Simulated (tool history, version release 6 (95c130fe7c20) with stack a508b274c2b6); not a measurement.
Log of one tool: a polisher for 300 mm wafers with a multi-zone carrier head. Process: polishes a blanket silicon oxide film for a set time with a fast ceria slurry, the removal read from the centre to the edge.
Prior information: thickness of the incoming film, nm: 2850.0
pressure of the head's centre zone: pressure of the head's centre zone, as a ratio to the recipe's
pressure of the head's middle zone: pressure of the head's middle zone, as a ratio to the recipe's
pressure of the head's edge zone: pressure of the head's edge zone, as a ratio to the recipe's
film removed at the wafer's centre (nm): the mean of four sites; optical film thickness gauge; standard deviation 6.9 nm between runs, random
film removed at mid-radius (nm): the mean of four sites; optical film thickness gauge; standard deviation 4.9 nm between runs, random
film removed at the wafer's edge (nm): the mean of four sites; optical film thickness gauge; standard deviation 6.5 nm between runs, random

| run | hour | flow of slurry (ml/min) | pressure of the head's centre zone | pressure of the head's middle zone | pressure of the head's edge zone | polishing time (s) | film removed at the wafer's centre (nm) | film removed at mid-radius (nm) | film removed at the wafer's edge (nm) |
|---|---|---|---|---|---|---|---|---|---|
| 1 | 0.0 | 245 | 1.00 | 1.00 | 1.00 | 51 | 848.57 | 877.86 | 850.95 |
| 2 | 2.1 | 245 | 1.00 | 0.96 | 1.00 | 51 | 847.80 | 839.73 | 853.55 |
| 3 | 7.9 | 245 | 1.00 | 0.96 | 1.00 | 40 | 647.36 | 663.45 | 673.48 |
| 4 | 11.3 | 245 | 1.08 | 0.96 | 1.00 | 40 | 708.08 | 653.07 | 674.11 |
| 5 | 16.4 | 245 | 1.02 | 0.96 | 1.00 | 40 | 675.51 | 656.05 | 676.15 |
| 6 | 21.5 | 275 | 1.02 | 0.96 | 1.00 | 40 | 681.57 | 677.86 | 668.44 |
| 7 | 23.2 | 270 | 1.00 | 0.96 | 1.01 | 40 | 664.96 | 670.94 | 676.03 |

Run 8 is up next; what results do you expect?
| 8 | 27.5 | 270 | 0.99 | 0.96 | 1.02 | 40 | ? | ? | ? |

Run 8 yielded film removed at the wafer's centre (nm) 658.01, film removed at mid-radius (nm) 671.14, film removed at the wafer's edge (nm) 684.56.

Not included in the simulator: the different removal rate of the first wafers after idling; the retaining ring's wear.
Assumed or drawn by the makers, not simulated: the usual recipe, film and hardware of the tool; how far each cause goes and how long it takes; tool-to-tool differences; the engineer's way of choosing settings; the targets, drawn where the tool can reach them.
